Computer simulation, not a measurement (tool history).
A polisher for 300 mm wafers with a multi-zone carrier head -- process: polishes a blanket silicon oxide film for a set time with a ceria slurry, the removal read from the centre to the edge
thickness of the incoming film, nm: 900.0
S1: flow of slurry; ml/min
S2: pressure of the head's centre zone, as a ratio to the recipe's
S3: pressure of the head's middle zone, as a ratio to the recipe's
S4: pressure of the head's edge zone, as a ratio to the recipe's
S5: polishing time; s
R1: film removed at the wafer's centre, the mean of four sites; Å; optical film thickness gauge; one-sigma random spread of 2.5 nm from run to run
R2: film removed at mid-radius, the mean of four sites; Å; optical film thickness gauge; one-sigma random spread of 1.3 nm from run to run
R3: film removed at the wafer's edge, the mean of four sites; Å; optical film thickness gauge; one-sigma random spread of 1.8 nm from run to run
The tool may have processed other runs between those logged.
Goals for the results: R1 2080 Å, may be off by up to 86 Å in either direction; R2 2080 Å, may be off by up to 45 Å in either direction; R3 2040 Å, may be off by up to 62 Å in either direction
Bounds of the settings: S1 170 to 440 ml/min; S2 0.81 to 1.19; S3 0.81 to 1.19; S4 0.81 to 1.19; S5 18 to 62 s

run	day	S1	S2	S3	S4	S5	R1	R2	R3
1	0	280	1	1	1	40	2064.3	2246.5	2297.2
2	0.267	270	1.01	0.99	0.96	40	2096	2198.7	2252.9
3	0.392	260	1.01	0.99	0.92	40	2109.7	2199.3	2176.3
4	0.45	305	1.01	0.99	0.92	40	2090.5	2243.9	2197.2
5	0.596	290	1.01	0.98	0.9	40	2095.9	2243.5	2191.2
6	0.671	270	1.02	0.97	0.88	40	2129.8	2188.1	2203.1
7	1.025	300	1.05	0.98	0.83	37	2034	2086.8	1981.3
8	1.158	300	1.05	0.98	0.84	37	2018.4	2060.3	1945.6

Which single option among these 4 for the next run brings every result within its allowed miss of target? Just one does.
A	1.292	290	1.08	0.99	0.89	37	?	?	?
B	1.292	315	1.08	1.09	0.82	34	?	?	?
C	1.292	340	0.9	0.94	0.9	38	?	?	?
D	1.292	310	0.96	0.99	0.86	37	?	?	?

move	R1	R2	R3
A	2069.4	2048.8	2023.3
B	1921.4	2060.9	1801.8
C	1797.7	2048.8	2115.9
D	1851.1	2064.6	2002.9
A: in spec on every target
B: lands further from the targets than the last run did
C: pushes the last run's worst result past its target
D: brings the last run's worst result on target, with another outside its allowed miss
Answer: A
